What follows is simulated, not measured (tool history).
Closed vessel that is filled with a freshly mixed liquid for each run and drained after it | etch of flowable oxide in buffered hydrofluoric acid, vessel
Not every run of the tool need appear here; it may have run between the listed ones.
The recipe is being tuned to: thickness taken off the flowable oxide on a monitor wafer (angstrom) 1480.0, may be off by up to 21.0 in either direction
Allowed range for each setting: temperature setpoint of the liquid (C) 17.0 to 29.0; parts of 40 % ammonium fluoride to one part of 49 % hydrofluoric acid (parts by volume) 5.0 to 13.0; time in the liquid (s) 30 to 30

run	hour	temperature setpoint of the liquid (C)	parts of 40 % ammonium fluoride to one part of 49 % hydrofluoric acid (parts by volume)	time in the liquid (s)	thickness taken off the flowable oxide on a monitor wafer (angstrom)
1	0.0	21.0	8.0	30	1140.1
2	2.2	22.0	8.0	30	1195.9
3	6.8	23.0	8.0	30	1271.5
4	13.3	23.0	10.0	30	1049.8
5	16.1	23.0	10.0	30	1047.4
6	19.5	23.0	9.0	30	1119.2
7	23.5	24.0	9.0	30	1177.2
8	28.1	25.0	9.0	30	1246.2
9	29.5	25.5	9.0	30	1274.6
10	38.2	29.0	9.0	30	1542.7

Of the 5 settings listed for the next run, only one would bring every result within its allowed miss of target. Which one?
A	46.9	29.0	10.0	30	?
B	46.9	28.0	8.0	30	?
C	46.9	28.5	9.5	30	?
D	46.9	29.0	9.5	30	?
E	46.9	27.5	9.0	30	?

move	thickness taken off the flowable oxide on a monitor wafer (angstrom)
A	1441.0
B	1659.0
C	1449.4
D	1488.2
E	1421.9
A: takes the result that was furthest off past its target
B: misses by more than the last run did
C: takes the result that was furthest off past its target
D: all results in spec
E: takes the result that was furthest off past its target
D meets every target.

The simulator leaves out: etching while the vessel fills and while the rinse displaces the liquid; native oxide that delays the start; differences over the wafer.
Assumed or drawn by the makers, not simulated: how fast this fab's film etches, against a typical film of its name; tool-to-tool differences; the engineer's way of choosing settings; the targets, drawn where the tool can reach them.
